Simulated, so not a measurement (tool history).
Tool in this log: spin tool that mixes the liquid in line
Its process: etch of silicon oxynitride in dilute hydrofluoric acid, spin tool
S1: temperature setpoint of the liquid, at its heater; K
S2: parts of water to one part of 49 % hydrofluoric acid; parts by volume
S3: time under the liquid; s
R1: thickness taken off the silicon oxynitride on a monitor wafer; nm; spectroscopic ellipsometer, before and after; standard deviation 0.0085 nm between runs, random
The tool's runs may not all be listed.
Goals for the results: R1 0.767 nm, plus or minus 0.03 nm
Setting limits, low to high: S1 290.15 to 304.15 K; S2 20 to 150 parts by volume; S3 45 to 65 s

Run 1, hour 0: S1 296.15 K, S2 85 parts by volume, S3 65 s. Result: R1 1.1764 nm.
Run 2, hour 1.7: S1 296.15 K, S2 100 parts by volume, S3 65 s. Result: R1 1.0008 nm.
Run 3, hour 4: S1 295.65 K, S2 100 parts by volume, S3 65 s. Result: R1 0.94334 nm.
Run 4, hour 6.4: S1 295.15 K, S2 100 parts by volume, S3 65 s. Result: R1 0.94915 nm.
Run 5, hour 10.4: S1 295.15 K, S2 115 parts by volume, S3 65 s. Result: R1 0.81425 nm.
Run 6, hour 15.1: S1 295.15 K, S2 115 parts by volume, S3 65 s. Result: R1 0.82424 nm.
At hour 17.6: hydrofluoric acid flow meter replaced.
Run 7, hour 17.6: S1 294.15 K, S2 115 parts by volume, S3 65 s. Result: R1 0.68755 nm.
Run 8, hour 19.7: S1 294.65 K, S2 115 parts by volume, S3 65 s. Result: R1 0.72425 nm.

Exercise: of the 4 proposed moves below, exactly one satisfies all targets within the stated allowed misses. Which move is it?
Run A, hour 21.8: S1 293.15 K, S2 105 parts by volume, S3 60 s. Result: R1 ?.
Run B, hour 21.8: S1 295.65 K, S2 115 parts by volume, S3 60 s. Result: R1 ?.
Run C, hour 21.8: S1 295.15 K, S2 115 parts by volume, S3 60 s. Result: R1 ?.
Run D, hour 21.8: S1 292.15 K, S2 90 parts by volume, S3 60 s. Result: R1 ?.

move       R1
   A  0.68643
   B  0.70158
   C  0.68509
   D  0.77056
A: the biggest miss grows against the last run
B: the biggest miss grows against the last run
C: the biggest miss grows against the last run
D: meets every target
D meets every target.
